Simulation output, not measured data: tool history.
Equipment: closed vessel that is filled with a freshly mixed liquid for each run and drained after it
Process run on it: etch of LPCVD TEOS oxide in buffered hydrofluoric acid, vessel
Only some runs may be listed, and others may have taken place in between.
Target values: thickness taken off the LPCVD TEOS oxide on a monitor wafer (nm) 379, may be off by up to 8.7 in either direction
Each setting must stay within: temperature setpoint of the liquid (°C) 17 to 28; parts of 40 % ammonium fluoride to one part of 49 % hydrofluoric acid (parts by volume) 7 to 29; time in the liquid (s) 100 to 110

| run | day | temperature setpoint of the liquid (°C) | parts of 40 % ammonium fluoride to one part of 49 % hydrofluoric acid (parts by volume) | time in the liquid (s) | thickness taken off the LPCVD TEOS oxide on a monitor wafer (nm) |
|---|---|---|---|---|---|
| 1 | 0 | 20 | 18 | 100 | 167.62 |
| 2 | 0.029 | 22.5 | 16 | 100 | 217.08 |
| 3 | 0.292 | 22.5 | 16 | 100 | 217.92 |
| 4 | 0.379 | 22.5 | 20 | 100 | 175.5 |
| 5 | 0.575 | 24 | 17.5 | 100 | 216.09 |
| 6 | 0.633 | 24 | 21.5 | 100 | 180.16 |
| 7 | 0.858 | 25 | 18.5 | 100 | 215.92 |
| 8 | 1.104 | 26 | 16 | 100 | 262.64 |
| 9 | 1.25 | 26 | 16 | 100 | 261.39 |
| 10 | 1.4 | 26.5 | 14.5 | 100 | 296.54 |
| 11 | 1.55 | 28 | 11.5 | 100 | 403.41 |

Exactly one of the 4 candidate moves below puts every result within its allowed miss. Which one?
| A | 1.7 | 28 | 10.5 | 100 | ? |
| B | 1.7 | 27.5 | 12.5 | 100 | ? |
| C | 1.7 | 27.5 | 12.5 | 105 | ? |
| D | 1.7 | 28 | 12 | 105 | ? |

| move | thickness taken off the LPCVD TEOS oxide on a monitor wafer (nm) |
|---|---|
| A | 437.63 |
| B | 359.51 |
| C | 377.48 |
| D | 403.44 |
A: its largest miss is bigger than the last run's
B: moves the result that the last run missed by most past its target, out the other side
C: all results land within tolerance of their targets
D: neither nearer nor further off than the last run
Go with C: it meets all targets.
